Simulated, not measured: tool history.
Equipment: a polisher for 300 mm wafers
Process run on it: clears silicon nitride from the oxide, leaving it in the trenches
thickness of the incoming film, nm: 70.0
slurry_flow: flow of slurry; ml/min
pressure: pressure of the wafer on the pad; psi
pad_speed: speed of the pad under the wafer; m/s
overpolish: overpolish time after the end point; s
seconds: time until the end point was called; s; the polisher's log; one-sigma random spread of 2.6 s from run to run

| run | hour | slurry_flow | pressure | pad_speed | overpolish | seconds |
|---|---|---|---|---|---|---|
| 1 | 0 | 240 | 1.6 | 1.18 | 27 | 117.13 |
| 2 | 3.2 | 240 | 1.6 | 1.18 | 27 | 115.71 |
| 3 | 7.2 | 240 | 1.6 | 1.18 | 29 | 116.11 |
| 4 | 14.6 | 240 | 1.6 | 1.18 | 29 | 117 |
| 5 | 23.3 | 240 | 1.6 | 1.18 | 27 | 117.66 |
| 6 | 25 | 275 | 1.6 | 1.18 | 27 | 115.03 |
| 7 | 30.7 | 270 | 1.4 | 1.08 | 27 | 143.81 |
| 8 | 37.7 | 270 | 1.3 | 1.02 | 27 | 163.11 |
| 9 | 45.9 | 270 | 1.2 | 0.98 | 27 | 183.71 |
| 10 | 48 | 255 | 0.7 | 0.8 | 27 | 370.42 |
| 11 | 56.5 | 275 | 0.7 | 0.8 | 27 | 364.43 |
| 12 | 63 | 285 | 0.7 | 0.8 | 27 | 365.28 |
| 13 | 65.9 | 290 | 0.8 | 0.8 | 27 | 325.95 |
| 14 | 74.1 | 290 | 0.8 | 0.8 | 27 | 320.42 |
| 15 | 80.2 | 300 | 0.8 | 0.8 | 27 | 319.99 |
| 16 | 88.4 | 310 | 0.8 | 0.8 | 27 | 319.55 |

Run 17 has not been measured yet. What should we expect?
| 17 | 90.4 | 315 | 0.9 | 0.8 | 27 | ? |

{"run 17": {"seconds": 287.97}}
